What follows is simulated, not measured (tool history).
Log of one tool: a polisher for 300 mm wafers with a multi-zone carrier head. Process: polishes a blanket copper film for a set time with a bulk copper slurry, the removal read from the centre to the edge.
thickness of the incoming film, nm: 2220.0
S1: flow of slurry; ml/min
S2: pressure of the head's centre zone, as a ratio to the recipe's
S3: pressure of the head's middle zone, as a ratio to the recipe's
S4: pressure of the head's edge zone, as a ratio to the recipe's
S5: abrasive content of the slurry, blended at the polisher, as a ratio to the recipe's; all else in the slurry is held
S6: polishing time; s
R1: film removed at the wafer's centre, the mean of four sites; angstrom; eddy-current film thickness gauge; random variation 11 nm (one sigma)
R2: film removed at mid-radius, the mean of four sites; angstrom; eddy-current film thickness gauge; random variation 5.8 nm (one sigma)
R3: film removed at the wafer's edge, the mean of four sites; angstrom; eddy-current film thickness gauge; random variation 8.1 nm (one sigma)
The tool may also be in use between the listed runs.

run	hour	S1	S2	S3	S4	S5	S6	R1	R2	R3
1	0.0	125	1.00	1.00	1.00	1.00	52	5854.8	5882.2	5671.2
2	5.8	130	0.99	1.01	1.02	1.05	53	6011.2	6077.3	5894.7
3	8.6	135	0.98	1.02	1.04	1.10	54	6071.6	6272.2	6204.3
4	9.1	140	0.98	1.04	1.05	1.15	55	6367.2	6680.7	6475.4
5	17.1	125	0.98	1.04	1.05	1.15	55	6334.1	6542.9	6299.4
6	19.9	125	0.98	1.09	1.05	1.15	55	6228.1	6797.9	6324.0

The next listed run, before its measurement:
7	26.2	130	0.98	1.10	1.07	1.20	56	?	?	?

Run 7 gave R1 6585.2 angstrom, R2 7119.5 angstrom, R3 6746.8 angstrom.
